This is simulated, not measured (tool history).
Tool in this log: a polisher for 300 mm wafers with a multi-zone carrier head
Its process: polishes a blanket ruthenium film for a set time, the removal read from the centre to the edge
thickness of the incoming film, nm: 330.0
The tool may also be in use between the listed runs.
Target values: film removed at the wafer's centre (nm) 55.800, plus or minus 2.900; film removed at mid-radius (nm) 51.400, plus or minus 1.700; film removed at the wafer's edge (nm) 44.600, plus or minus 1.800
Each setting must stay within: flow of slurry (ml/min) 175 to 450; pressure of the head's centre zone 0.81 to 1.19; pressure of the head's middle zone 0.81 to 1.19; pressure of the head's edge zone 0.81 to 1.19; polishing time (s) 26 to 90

run	day	flow of slurry (ml/min)	pressure of the head's centre zone	pressure of the head's middle zone	pressure of the head's edge zone	polishing time (s)	film removed at the wafer's centre (nm)	film removed at mid-radius (nm)	film removed at the wafer's edge (nm)
1	0.000	290	1.00	1.00	1.00	58	53.353	52.752	49.441
2	0.133	290	1.00	1.00	1.00	70	66.218	63.843	60.179
3	0.325	290	1.00	1.03	1.00	70	64.756	66.710	60.920
4	0.546	295	1.02	1.02	0.95	65	60.601	59.969	53.408
5	0.892	295	1.02	1.00	0.91	63	61.746	58.549	51.869
6	1.008	295	0.96	1.00	0.91	63	58.292	57.261	53.000
7	1.283	295	0.98	1.00	0.89	61	55.359	55.090	49.957
8	1.433	290	1.00	0.99	0.87	60	57.760	54.411	48.114
9	1.592	285	1.00	0.99	0.86	59	56.294	53.150	46.832
10	1.929	275	1.00	0.99	0.85	59	54.366	54.150	46.759

Next run, 5 choices. One meets every target within its allowed miss, the rest don't. Which?
A	2.267	220	1.07	1.01	0.85	57	?	?	?
B	2.267	185	1.10	1.19	0.81	57	?	?	?
C	2.267	270	0.91	0.99	0.83	62	?	?	?
D	2.267	315	1.03	1.10	0.88	56	?	?	?
E	2.267	395	1.02	0.88	0.97	57	?	?	?

move	film removed at the wafer's centre (nm)	film removed at mid-radius (nm)	film removed at the wafer's edge (nm)
A	55.537	50.932	44.060
B	55.282	56.011	42.121
C	52.931	56.189	48.471
D	55.235	55.865	45.428
E	56.840	49.145	49.180
A: each result inside its tolerance
B: lands further from the targets than the last run did
C: lands further from the targets than the last run did
D: lands further from the targets than the last run did
E: takes the result that was furthest off past its target
Go with A: it meets all targets.
